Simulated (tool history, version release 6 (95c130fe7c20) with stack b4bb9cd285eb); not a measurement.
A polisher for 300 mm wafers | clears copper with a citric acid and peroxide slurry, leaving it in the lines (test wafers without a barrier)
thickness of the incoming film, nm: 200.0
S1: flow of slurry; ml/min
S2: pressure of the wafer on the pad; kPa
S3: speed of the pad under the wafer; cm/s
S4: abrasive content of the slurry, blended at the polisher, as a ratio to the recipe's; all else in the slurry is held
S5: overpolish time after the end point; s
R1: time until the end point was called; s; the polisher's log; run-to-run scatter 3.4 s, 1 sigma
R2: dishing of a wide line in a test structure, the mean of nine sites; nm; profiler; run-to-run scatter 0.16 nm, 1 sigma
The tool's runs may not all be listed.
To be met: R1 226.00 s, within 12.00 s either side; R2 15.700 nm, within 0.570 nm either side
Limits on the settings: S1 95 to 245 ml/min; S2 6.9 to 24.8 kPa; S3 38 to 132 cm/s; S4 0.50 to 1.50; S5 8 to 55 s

run	hour	S1	S2	S3	S4	S5	R1	R2
1	0.0	155	15.9	84	1.00	28	149.92	23.052
2	1.1	155	15.9	84	1.15	28	148.52	23.832
3	8.1	155	15.9	84	1.15	36	147.07	30.201
4	16.1	155	15.9	96	1.15	36	131.61	33.095
5	22.3	155	15.2	94	1.15	35	134.95	30.720
6	27.2	155	13.8	92	1.15	34	150.15	27.604
7	33.5	155	13.1	90	1.15	33	153.92	26.200
8	41.3	165	9.0	74	1.10	27	234.14	14.743

Below are 4 possible settings for the next run. Only one of them brings all results inside the allowed miss of their targets. Which is it?
A	49.1	150	9.7	86	1.05	24	?	?
B	49.1	205	7.6	92	0.90	28	?	?
C	49.1	140	11.7	72	1.20	25	?	?
D	49.1	125	11.7	70	1.05	27	?	?

move	R1	R2
A	200.26	15.545
B	208.04	17.213
C	209.92	15.510
D	226.90	15.500
A: puts the biggest miss on target and leaves a different result outside tolerance
B: pushes the last run's worst result past its target
C: puts the biggest miss on target and leaves a different result outside tolerance
D: all results in spec
The move that meets every target is D.

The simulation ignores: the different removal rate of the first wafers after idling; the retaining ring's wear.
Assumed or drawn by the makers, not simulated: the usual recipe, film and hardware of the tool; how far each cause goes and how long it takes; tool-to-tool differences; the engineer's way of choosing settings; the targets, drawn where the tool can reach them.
